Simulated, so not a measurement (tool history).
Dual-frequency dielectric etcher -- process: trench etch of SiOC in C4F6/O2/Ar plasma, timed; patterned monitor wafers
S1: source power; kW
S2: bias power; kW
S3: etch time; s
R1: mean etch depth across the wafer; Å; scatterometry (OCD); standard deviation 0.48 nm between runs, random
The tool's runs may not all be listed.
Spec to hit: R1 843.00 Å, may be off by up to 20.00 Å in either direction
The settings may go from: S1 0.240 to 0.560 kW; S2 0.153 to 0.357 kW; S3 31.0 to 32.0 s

run,hour,S1,S2,S3,R1
1,0.0,0.400,0.255,31.0,754.84
2,2.4,0.410,0.258,31.0,761.39
3,5.8,0.440,0.258,31.0,782.07
4,6.8,0.370,0.258,31.0,735.46
5,12.1,0.370,0.258,32.0,759.36
6,14.3,0.380,0.260,32.0,771.16
7,21.3,0.390,0.262,32.0,781.55
8,22.8,0.400,0.264,32.0,787.48
9,24.3,0.410,0.266,32.0,794.96
10,29.1,0.420,0.268,32.0,804.79
11,35.8,0.430,0.270,32.0,816.56
12,41.6,0.430,0.271,32.0,810.34
13,50.2,0.440,0.273,32.0,829.17
14,55.8,0.440,0.273,32.0,825.34
15,63.4,0.440,0.274,32.0,821.26

Which one of the following 5 next-run settings gets every result inside its allowed miss? There is exactly one.
A,71.0,0.470,0.244,31.0,?
B,71.0,0.430,0.302,32.0,?
C,71.0,0.430,0.258,31.5,?
D,71.0,0.480,0.238,31.0,?
E,71.0,0.460,0.245,31.5,?

move,R1
A,788.29
B,834.07
C,786.95
D,789.34
E,795.61
A: misses by more than the last run did
B: all results in spec
C: misses by more than the last run did
D: misses by more than the last run did
E: misses by more than the last run did
Answer: B
